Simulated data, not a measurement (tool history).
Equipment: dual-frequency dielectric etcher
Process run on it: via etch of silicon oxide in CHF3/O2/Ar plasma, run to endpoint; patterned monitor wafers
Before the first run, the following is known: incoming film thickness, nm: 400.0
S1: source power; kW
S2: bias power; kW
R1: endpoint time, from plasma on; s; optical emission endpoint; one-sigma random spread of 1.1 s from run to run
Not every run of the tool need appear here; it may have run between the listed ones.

run	day	S1	S2	R1
1	0.000	0.540	0.195	200.45
2	0.242	0.620	0.195	188.46
3	0.488	0.670	0.195	183.99
4	0.817	0.670	0.176	192.37
5	0.938	0.690	0.181	186.66
# day 1.133: wet clean of the chamber
6	1.133	0.750	0.181	187.79

For run 7, what comes out?
7	1.471	0.750	0.191	?

{"run 7": {"R1": 182.9}}

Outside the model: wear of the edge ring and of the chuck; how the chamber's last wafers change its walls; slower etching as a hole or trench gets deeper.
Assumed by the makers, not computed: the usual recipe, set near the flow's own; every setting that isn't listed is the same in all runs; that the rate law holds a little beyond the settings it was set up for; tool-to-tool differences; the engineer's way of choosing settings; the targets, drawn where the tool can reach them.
